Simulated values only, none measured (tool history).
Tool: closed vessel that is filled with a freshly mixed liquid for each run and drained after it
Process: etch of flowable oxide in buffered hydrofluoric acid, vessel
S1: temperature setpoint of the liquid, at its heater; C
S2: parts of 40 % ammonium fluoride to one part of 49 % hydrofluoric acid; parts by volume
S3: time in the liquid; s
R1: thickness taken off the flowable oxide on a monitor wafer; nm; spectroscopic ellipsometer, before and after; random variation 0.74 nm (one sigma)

| run | hour | S1 | S2 | S3 | R1 |
|---|---|---|---|---|---|
| 1 | 0.0 | 22.0 | 14.0 | 85 | 121.27 |
| 2 | 1.1 | 25.0 | 14.0 | 85 | 141.65 |
| 3 | 8.8 | 23.5 | 14.5 | 85 | 127.92 |
| 4 | 12.4 | 22.0 | 15.0 | 85 | 113.98 |
| 5 | 17.2 | 22.0 | 15.0 | 95 | 123.95 |
| 6 | 22.8 | 21.0 | 15.5 | 95 | 115.68 |

Run 7 comes next. What will it give?
| 7 | 29.3 | 20.0 | 16.0 | 95 | ? |

{"run 7": {"R1": 107.38}}
